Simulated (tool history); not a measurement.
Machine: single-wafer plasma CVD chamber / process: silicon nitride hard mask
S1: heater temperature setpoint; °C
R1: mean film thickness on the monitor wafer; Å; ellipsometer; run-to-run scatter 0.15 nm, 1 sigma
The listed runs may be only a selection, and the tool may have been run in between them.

run 1 hour=0 | S1=390 chamber_pressure_(mTorr)=1330 RF_power_(W)=360 deposition_time_(s)=25.5 | R1=309.55
run 2 hour=5.8 | S1=390 chamber_pressure_(mTorr)=1330 RF_power_(W)=360 deposition_time_(s)=25.5 | R1=308.75
run 3 hour=14.2 | S1=390 chamber_pressure_(mTorr)=1240 RF_power_(W)=355 deposition_time_(s)=25.5 | R1=297.8
run 4 hour=17.6 | S1=390 chamber_pressure_(mTorr)=1240 RF_power_(W)=385 deposition_time_(s)=25.5 | R1=310.16
run 5 hour=23.7 | S1=390 chamber_pressure_(mTorr)=1240 RF_power_(W)=435 deposition_time_(s)=25.5 | R1=328.42
run 6 hour=26.5 | S1=397 chamber_pressure_(mTorr)=1240 RF_power_(W)=435 deposition_time_(s)=25.5 | R1=328.69

Run 7 has not been measured yet. What should we expect?
run 7 hour=29.9 | S1=397 chamber_pressure_(mTorr)=1120 RF_power_(W)=425 deposition_time_(s)=25.4 | R1=?

Logged for run 7: R1 308.1 Å.

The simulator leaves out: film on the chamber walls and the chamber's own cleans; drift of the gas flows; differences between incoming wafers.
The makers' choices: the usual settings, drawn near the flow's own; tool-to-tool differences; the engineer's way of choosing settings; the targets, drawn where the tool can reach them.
